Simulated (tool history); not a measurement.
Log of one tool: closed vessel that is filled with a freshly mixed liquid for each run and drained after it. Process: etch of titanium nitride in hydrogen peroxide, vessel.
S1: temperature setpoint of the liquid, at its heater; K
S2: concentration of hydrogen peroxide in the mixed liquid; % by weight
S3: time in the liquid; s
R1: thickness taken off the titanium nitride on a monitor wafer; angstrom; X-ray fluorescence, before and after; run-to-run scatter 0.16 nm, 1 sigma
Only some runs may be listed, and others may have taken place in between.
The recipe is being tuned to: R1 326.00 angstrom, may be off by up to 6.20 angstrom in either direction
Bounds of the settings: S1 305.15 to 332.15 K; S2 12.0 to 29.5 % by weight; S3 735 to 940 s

| run | hour | S1 | S2 | S3 | R1 |
|---|---|---|---|---|---|
| 1 | 0.0 | 316.15 | 20.0 | 940 | 144.18 |
| 2 | 8.3 | 319.65 | 20.0 | 940 | 187.91 |
| 3 | 15.5 | 319.65 | 21.5 | 940 | 190.26 |
| 4 | 20.7 | 319.65 | 21.5 | 940 | 190.93 |
| 5 | 28.4 | 321.65 | 21.5 | 940 | 220.86 |
| 6 | 30.8 | 325.15 | 21.5 | 940 | 285.33 |
| 7 | 39.7 | 325.65 | 21.5 | 940 | 291.62 |
| 8 | 44.1 | 326.15 | 21.5 | 940 | 304.13 |
| 9 | 49.9 | 326.65 | 21.5 | 940 | 314.87 |

Exactly one of the 4 candidate moves below puts every result within its allowed miss. Which one?
| A | 55.7 | 327.65 | 21.0 | 865 | ? |
| B | 55.7 | 327.15 | 20.0 | 940 | ? |
| C | 55.7 | 327.15 | 21.0 | 865 | ? |
| D | 55.7 | 327.65 | 27.5 | 755 | ? |

| move | R1 |
|---|---|
| A | 311.55 |
| B | 323.45 |
| C | 300.77 |
| D | 288.35 |
A: further off than the last run
B: hits every target within its allowed miss
C: further off than the last run
D: further off than the last run
B meets every target.

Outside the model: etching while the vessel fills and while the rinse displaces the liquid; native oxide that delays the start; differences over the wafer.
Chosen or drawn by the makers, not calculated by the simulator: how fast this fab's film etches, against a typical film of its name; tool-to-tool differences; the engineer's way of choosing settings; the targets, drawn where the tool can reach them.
